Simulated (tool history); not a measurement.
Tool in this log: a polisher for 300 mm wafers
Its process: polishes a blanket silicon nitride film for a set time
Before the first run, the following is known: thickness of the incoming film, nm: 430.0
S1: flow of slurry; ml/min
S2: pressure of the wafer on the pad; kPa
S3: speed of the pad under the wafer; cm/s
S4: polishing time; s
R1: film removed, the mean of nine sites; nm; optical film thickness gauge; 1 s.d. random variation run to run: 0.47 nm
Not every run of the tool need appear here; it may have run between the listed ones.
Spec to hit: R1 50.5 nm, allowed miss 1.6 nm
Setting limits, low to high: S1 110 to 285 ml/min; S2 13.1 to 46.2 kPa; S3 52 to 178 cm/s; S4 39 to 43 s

Run 1, hour 0: S1 180 ml/min, S2 29.6 kPa, S3 114 cm/s, S4 43 s. Result: R1 103.78 nm.
Run 2, hour 1.1: S1 175 ml/min, S2 25.5 kPa, S3 108 cm/s, S4 43 s. Result: R1 83.472 nm.
Run 3, hour 6.6: S1 175 ml/min, S2 25.5 kPa, S3 128 cm/s, S4 43 s. Result: R1 95.023 nm.
Run 4, hour 15.2: S1 175 ml/min, S2 25.5 kPa, S3 104 cm/s, S4 43 s. Result: R1 82.463 nm.
Run 5, hour 19.6: S1 170 ml/min, S2 22.8 kPa, S3 104 cm/s, S4 43 s. Result: R1 72.842 nm.
Run 6, hour 24: S1 190 ml/min, S2 22.8 kPa, S3 104 cm/s, S4 43 s. Result: R1 74.402 nm.
Run 7, hour 30.5: S1 185 ml/min, S2 20.7 kPa, S3 104 cm/s, S4 43 s. Result: R1 67.08 nm.
Run 8, hour 31.9: S1 185 ml/min, S2 19.3 kPa, S3 104 cm/s, S4 43 s. Result: R1 62.978 nm.
Run 9, hour 39.4: S1 185 ml/min, S2 17.9 kPa, S3 104 cm/s, S4 43 s. Result: R1 58.794 nm.
Run 10, hour 41.6: S1 180 ml/min, S2 17.2 kPa, S3 104 cm/s, S4 43 s. Result: R1 54.971 nm.
Run 11, hour 50: S1 170 ml/min, S2 17.2 kPa, S3 104 cm/s, S4 43 s. Result: R1 55.849 nm.
Run 12, hour 55.4: S1 165 ml/min, S2 16.5 kPa, S3 104 cm/s, S4 43 s. Result: R1 51.972 nm.
Run 13, hour 61.1: S1 160 ml/min, S2 16.5 kPa, S3 104 cm/s, S4 43 s. Result: R1 52.4 nm.
Run 14, hour 62.9: S1 155 ml/min, S2 16.5 kPa, S3 104 cm/s, S4 43 s. Result: R1 52.054 nm.
Run 15, hour 71.3: S1 155 ml/min, S2 16.5 kPa, S3 104 cm/s, S4 43 s. Result: R1 52.61 nm.

Which of these 4 next moves meets every target?
Run A, hour 79.7: S1 190 ml/min, S2 15.9 kPa, S3 114 cm/s, S4 39 s. Result: R1 ?.
Run B, hour 79.7: S1 160 ml/min, S2 16.5 kPa, S3 118 cm/s, S4 43 s. Result: R1 ?.
Run C, hour 79.7: S1 170 ml/min, S2 15.2 kPa, S3 116 cm/s, S4 43 s. Result: R1 ?.
Run D, hour 79.7: S1 125 ml/min, S2 24.8 kPa, S3 86 cm/s, S4 39 s. Result: R1 ?.

move      R1
   A  51.683
   B  59.091
   C  54.314
   D  58.137
A: every result within its allowed miss
B: further off than the last run
C: further off than the last run
D: further off than the last run
The right move is A.

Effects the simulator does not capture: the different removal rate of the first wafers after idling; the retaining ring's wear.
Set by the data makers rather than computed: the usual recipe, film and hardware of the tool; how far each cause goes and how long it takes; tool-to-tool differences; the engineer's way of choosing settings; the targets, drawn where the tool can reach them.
